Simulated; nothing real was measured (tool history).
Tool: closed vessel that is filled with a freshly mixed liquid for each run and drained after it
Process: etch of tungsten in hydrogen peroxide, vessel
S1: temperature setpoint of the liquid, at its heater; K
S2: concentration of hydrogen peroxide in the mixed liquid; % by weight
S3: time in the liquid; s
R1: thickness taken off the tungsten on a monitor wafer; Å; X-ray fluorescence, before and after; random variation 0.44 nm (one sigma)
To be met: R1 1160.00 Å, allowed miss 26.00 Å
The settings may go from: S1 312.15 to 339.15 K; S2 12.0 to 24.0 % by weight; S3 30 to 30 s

run  hour      S1    S2  S3       R1
  1   0.0  328.15  16.0  30   805.16
  2   9.1  329.65  16.0  30   882.34
  3  13.7  330.65  16.0  30   934.73
  4  21.5  330.65  16.0  30   934.43
  5  27.0  327.15  16.0  30   753.61
  6  28.2  327.15  16.0  30   757.66
  7  36.0  329.15  16.0  30   856.08
  8  45.0  330.65  16.0  30   934.23
  9  48.8  331.65  16.0  30   990.46
 10  49.8  332.15  16.0  30  1016.00
 11  57.3  332.65  16.0  30  1043.50
 12  58.8  333.15  16.0  30  1082.30

Which of these 4 next moves meets every target?
  A  60.3  333.65  16.0  30   ?
  B  60.3  337.15  13.0  30   ?
  C  60.3  335.15  16.5  30   ?
  D  60.3  332.65  20.0  30   ?

move       R1
   A  1116.60
   B  1227.60
   C  1235.30
   D  1178.70
A: nearer than the last run, and not there yet
B: takes the result that was furthest off past its target
C: takes the result that was furthest off past its target
D: meets every target
The right move is D.
